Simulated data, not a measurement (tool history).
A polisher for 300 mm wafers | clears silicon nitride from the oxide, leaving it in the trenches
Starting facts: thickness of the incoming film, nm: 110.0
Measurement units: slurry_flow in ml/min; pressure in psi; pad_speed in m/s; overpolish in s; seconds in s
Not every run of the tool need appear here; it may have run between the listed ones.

{"run": 1, "day": 0.0, "slurry_flow": 225, "pressure": 2.4, "pad_speed": 0.98, "overpolish": 45, "seconds": 165.59}
{"run": 2, "day": 0.367, "slurry_flow": 185, "pressure": 2.4, "pad_speed": 0.98, "overpolish": 45, "seconds": 173.19}
{"run": 3, "day": 0.692, "slurry_flow": 195, "pressure": 2.5, "pad_speed": 0.98, "overpolish": 45, "seconds": 163.86}
{"run": 4, "day": 0.929, "slurry_flow": 205, "pressure": 2.6, "pad_speed": 0.98, "overpolish": 45, "seconds": 160.69}
{"run": 5, "day": 0.992, "slurry_flow": 170, "pressure": 2.6, "pad_speed": 0.98, "overpolish": 45, "seconds": 164.66}
{"run": 6, "day": 1.271, "slurry_flow": 180, "pressure": 2.7, "pad_speed": 1, "overpolish": 45, "seconds": 153.67}
{"run": 7, "day": 1.521, "slurry_flow": 180, "pressure": 2.7, "pad_speed": 1, "overpolish": 45, "seconds": 154.56}
{"run": 8, "day": 1.792, "slurry_flow": 180, "pressure": 2.7, "pad_speed": 1, "overpolish": 45, "seconds": 153.11}
{"run": 9, "day": 2.025, "slurry_flow": 190, "pressure": 2.8, "pad_speed": 1, "overpolish": 45, "seconds": 146.78}
{"run": 10, "day": 2.3, "slurry_flow": 200, "pressure": 2.9, "pad_speed": 1, "overpolish": 45, "seconds": 143.66}
{"run": 11, "day": 2.621, "slurry_flow": 205, "pressure": 3, "pad_speed": 1.02, "overpolish": 45, "seconds": 135.51}
{"run": 12, "day": 2.938, "slurry_flow": 210, "pressure": 3.1, "pad_speed": 1.04, "overpolish": 45, "seconds": 131.35}

What does the tool deliver on the next run?
{"run": 13, "day": 3.112, "slurry_flow": 210, "pressure": 3.2, "pad_speed": 1.06, "overpolish": 45, "seconds": "?"}

{"run 13": {"seconds": 122.38}}
